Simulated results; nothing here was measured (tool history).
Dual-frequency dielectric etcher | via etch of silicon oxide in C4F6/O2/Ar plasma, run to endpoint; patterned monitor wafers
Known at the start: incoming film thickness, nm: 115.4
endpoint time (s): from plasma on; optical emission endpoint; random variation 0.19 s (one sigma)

run,hour,bias power (kW),source power (kW),Ar flow (sccm),endpoint time (s)
1,0,0.426,0.38,419,26.893
2,5.3,0.426,0.42,419,25.471
3,14.3,0.437,0.42,418,25.352
4,19,0.447,0.42,417,25.193
5,23.9,0.456,0.42,416,24.964
6,29.2,0.456,0.39,416,25.887
7,38.1,0.47,0.4,415,25.523

Forecast run 8:
8,46.9,0.47,0.4,415,?

Run 8 gave endpoint time (s) 25.768.

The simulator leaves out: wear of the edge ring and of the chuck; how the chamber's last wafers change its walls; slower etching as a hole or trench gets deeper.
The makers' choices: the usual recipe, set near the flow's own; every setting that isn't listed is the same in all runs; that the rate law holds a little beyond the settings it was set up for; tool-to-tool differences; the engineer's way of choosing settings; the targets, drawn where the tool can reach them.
